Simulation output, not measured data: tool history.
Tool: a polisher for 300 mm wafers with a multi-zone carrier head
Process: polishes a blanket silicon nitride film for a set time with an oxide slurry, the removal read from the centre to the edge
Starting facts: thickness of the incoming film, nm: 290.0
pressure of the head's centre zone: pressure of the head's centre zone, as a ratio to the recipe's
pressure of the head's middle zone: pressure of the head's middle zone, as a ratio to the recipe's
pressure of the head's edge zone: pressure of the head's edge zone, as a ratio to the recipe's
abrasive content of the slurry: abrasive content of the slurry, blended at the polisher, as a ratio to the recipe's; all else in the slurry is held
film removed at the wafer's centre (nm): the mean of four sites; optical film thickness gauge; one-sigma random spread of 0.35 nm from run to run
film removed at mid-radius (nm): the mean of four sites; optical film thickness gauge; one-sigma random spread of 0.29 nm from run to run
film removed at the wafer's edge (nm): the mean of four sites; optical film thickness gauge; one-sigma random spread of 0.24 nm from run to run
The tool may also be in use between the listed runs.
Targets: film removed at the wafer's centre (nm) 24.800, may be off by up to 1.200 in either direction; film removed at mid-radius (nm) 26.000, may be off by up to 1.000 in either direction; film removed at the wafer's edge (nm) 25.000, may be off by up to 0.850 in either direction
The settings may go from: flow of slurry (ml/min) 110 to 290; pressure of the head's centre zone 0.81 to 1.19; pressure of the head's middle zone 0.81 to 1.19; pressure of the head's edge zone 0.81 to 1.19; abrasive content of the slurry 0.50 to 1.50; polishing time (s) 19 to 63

run  hour  flow of slurry (ml/min)  pressure of the head's centre zone  pressure of the head's middle zone  pressure of the head's edge zone  abrasive content of the slurry  polishing time (s)  film removed at the wafer's centre (nm)  film removed at mid-radius (nm)  film removed at the wafer's edge (nm)
  1   0.0                      185                                1.00                                1.00                              1.00                            1.00                  41                                   16.304                           16.534                                 16.515
  2   3.0                      185                                1.00                                1.00                              1.00                            1.15                  41                                   16.809                           17.885                                 17.433
  3   8.4                      195                                1.04                                1.01                              1.04                            1.25                  43                                   19.386                           20.061                                 19.450
  4  15.5                      200                                1.05                                1.02                              1.07                            1.35                  44                                   20.267                           20.831                                 21.081
  5  21.4                      230                                1.05                                1.02                              1.07                            1.35                  44                                   20.739                           20.955                                 20.866
  6  27.0                      230                                1.06                                1.04                              1.08                            1.40                  45                                   22.348                           22.042                                 21.834
  7  29.3                      225                                1.05                                1.06                              1.09                            1.45                  46                                   23.323                           23.348                                 22.678
  8  36.3                      220                                1.03                                1.07                              1.10                            1.45                  47                                   22.383                           24.328                                 23.022
  9  41.8                      220                                1.04                                1.07                              1.11                            1.45                  48                                   23.762                           25.159                                 23.971
 10  44.2                      220                                1.04                                1.07                              1.12                            1.45                  48                                   23.596                           24.768                                 24.243
 11  50.3                      220                                1.04                                1.08                              1.12                            1.45                  48                                   23.609                           24.805                                 23.445

Which single option among these 5 for the next run brings every result within its allowed miss of target? Just one does.
  A  56.4                      240                                1.04                                0.99                              1.19                            1.50                  46                                        ?                                ?                                      ?
  B  56.4                      260                                1.09                                1.05                              1.18                            1.50                  45                                        ?                                ?                                      ?
  C  56.4                      290                                1.08                                1.11                              1.19                            1.50                  47                                        ?                                ?                                      ?
  D  56.4                      200                                1.19                                0.94                              1.11                            1.50                  50                                        ?                                ?                                      ?
  E  56.4                      155                                1.04                                0.95                              1.03                            1.50                  53                                        ?                                ?                                      ?

move  film removed at the wafer's centre (nm)  film removed at mid-radius (nm)  film removed at the wafer's edge (nm)
   A                                   22.956                           22.405                                 23.820
   B                                   23.781                           23.230                                 23.352
   C                                   24.918                           25.720                                 24.656
   D                                   27.888                           22.804                                 24.784
   E                                   24.810                           23.565                                 24.864
A: the biggest miss grows against the last run
B: the biggest miss grows against the last run
C: all results land within tolerance of their targets
D: puts the biggest miss on target and leaves a different result outside tolerance
E: puts the biggest miss on target and leaves a different result outside tolerance
Correct choice: C, which meets every target

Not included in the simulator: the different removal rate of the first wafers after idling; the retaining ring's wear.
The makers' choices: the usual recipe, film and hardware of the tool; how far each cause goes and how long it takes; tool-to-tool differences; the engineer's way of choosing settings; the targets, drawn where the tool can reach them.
